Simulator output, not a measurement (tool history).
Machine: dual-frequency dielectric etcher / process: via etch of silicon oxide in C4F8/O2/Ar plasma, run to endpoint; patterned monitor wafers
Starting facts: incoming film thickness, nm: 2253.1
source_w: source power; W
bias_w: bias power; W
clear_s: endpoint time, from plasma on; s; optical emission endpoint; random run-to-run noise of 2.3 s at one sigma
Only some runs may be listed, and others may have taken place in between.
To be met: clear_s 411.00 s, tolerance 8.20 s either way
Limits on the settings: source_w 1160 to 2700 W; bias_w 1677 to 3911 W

run 1 hour=0.0 | source_w=1930 bias_w=2794 | clear_s=459.30
run 2 hour=4.4 | source_w=1810 bias_w=2794 | clear_s=469.71
run 3 hour=5.6 | source_w=1670 bias_w=2794 | clear_s=492.76
run 4 hour=13.0 | source_w=1430 bias_w=2794 | clear_s=535.44
run 5 hour=21.7 | source_w=1430 bias_w=2598 | clear_s=546.86
run 6 hour=22.5 | source_w=1550 bias_w=2621 | clear_s=523.91
run 7 hour=28.8 | source_w=1930 bias_w=2842 | clear_s=455.87
run 8 hour=33.2 | source_w=1980 bias_w=2852 | clear_s=452.15
run 9 hour=37.3 | source_w=2030 bias_w=2863 | clear_s=442.57
run 10 hour=45.9 | source_w=2060 bias_w=2870 | clear_s=442.47
run 11 hour=54.4 | source_w=2100 bias_w=2879 | clear_s=438.29

5 next moves are on the table. One of them brings every result within its allowed miss. Which?
run A hour=62.9 | source_w=2610 bias_w=3017 | clear_s=?
run B hour=62.9 | source_w=2510 bias_w=3194 | clear_s=?
run C hour=62.9 | source_w=2530 bias_w=3123 | clear_s=?
run D hour=62.9 | source_w=1920 bias_w=2673 | clear_s=?
run E hour=62.9 | source_w=2580 bias_w=2645 | clear_s=?

move=A clear_s=389.51
move=B clear_s=389.12
move=C clear_s=390.59
move=D clear_s=466.72
move=E clear_s=408.42
A: takes the result that was furthest off past its target
B: takes the result that was furthest off past its target
C: takes the result that was furthest off past its target
D: further off than the last run
E: all results in spec
The move that meets every target is E.
